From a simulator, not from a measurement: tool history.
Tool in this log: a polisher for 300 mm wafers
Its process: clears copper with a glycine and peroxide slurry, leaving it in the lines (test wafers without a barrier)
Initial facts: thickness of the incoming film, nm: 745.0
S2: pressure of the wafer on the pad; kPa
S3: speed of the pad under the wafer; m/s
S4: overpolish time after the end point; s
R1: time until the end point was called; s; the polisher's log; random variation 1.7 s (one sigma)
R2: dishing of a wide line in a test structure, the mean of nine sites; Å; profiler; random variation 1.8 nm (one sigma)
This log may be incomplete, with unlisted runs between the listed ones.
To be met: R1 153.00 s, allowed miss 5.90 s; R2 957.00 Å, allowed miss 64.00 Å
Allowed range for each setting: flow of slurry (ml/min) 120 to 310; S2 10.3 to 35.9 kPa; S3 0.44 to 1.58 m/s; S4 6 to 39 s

Run 1, hour 0.0: flow of slurry (ml/min) 200, S2 22.8 kPa, S3 1.00 m/s, S4 20 s. Result: R1 123.60 s, R2 682.54 Å.
Run 2, hour 4.3: flow of slurry (ml/min) 200, S2 16.5 kPa, S3 1.00 m/s, S4 20 s. Result: R1 162.50 s, R2 568.61 Å.
Run 3, hour 5.7: flow of slurry (ml/min) 200, S2 16.5 kPa, S3 0.90 m/s, S4 20 s. Result: R1 174.20 s, R2 550.46 Å.
Run 4, hour 7.7: flow of slurry (ml/min) 200, S2 17.2 kPa, S3 0.90 m/s, S4 23 s. Result: R1 169.73 s, R2 607.99 Å.
Run 5, hour 16.3: flow of slurry (ml/min) 200, S2 17.9 kPa, S3 0.90 m/s, S4 26 s. Result: R1 160.48 s, R2 706.27 Å.
Run 6, hour 23.3: flow of slurry (ml/min) 200, S2 17.9 kPa, S3 0.90 m/s, S4 28 s. Result: R1 162.73 s, R2 728.33 Å.
Run 7, hour 25.8: flow of slurry (ml/min) 200, S2 17.9 kPa, S3 0.90 m/s, S4 30 s. Result: R1 163.21 s, R2 814.88 Å.
Run 8, hour 32.8: flow of slurry (ml/min) 200, S2 18.6 kPa, S3 0.90 m/s, S4 31 s. Result: R1 155.62 s, R2 798.91 Å.
Run 9, hour 41.5: flow of slurry (ml/min) 200, S2 18.6 kPa, S3 0.90 m/s, S4 33 s. Result: R1 156.63 s, R2 846.01 Å.
Run 10, hour 48.0: flow of slurry (ml/min) 200, S2 18.6 kPa, S3 0.90 m/s, S4 34 s. Result: R1 155.88 s, R2 859.35 Å.
Run 11, hour 52.0: flow of slurry (ml/min) 200, S2 18.6 kPa, S3 0.90 m/s, S4 35 s. Result: R1 156.70 s, R2 908.15 Å.

Next run, 5 choices. One meets every target within its allowed miss, the rest don't. Which?
Run A, hour 56.0: flow of slurry (ml/min) 215, S2 17.9 kPa, S3 0.86 m/s, S4 36 s. Result: R1 ?, R2 ?.
Run B, hour 56.0: flow of slurry (ml/min) 200, S2 14.5 kPa, S3 1.24 m/s, S4 31 s. Result: R1 ?, R2 ?.
Run C, hour 56.0: flow of slurry (ml/min) 155, S2 17.9 kPa, S3 1.02 m/s, S4 32 s. Result: R1 ?, R2 ?.
Run D, hour 56.0: flow of slurry (ml/min) 150, S2 16.5 kPa, S3 1.18 m/s, S4 38 s. Result: R1 ?, R2 ?.
Run E, hour 56.0: flow of slurry (ml/min) 195, S2 16.5 kPa, S3 1.02 m/s, S4 34 s. Result: R1 ?, R2 ?.

move      R1      R2
   A  160.59  861.29
   B  151.73  782.85
   C  151.87  818.55
   D  147.99  926.57
   E  155.73  835.05
A: lands further from the targets than the last run did
B: lands further from the targets than the last run did
C: lands further from the targets than the last run did
D: all results in spec
E: lands further from the targets than the last run did
So the answer is move D, the one that meets all the targets.
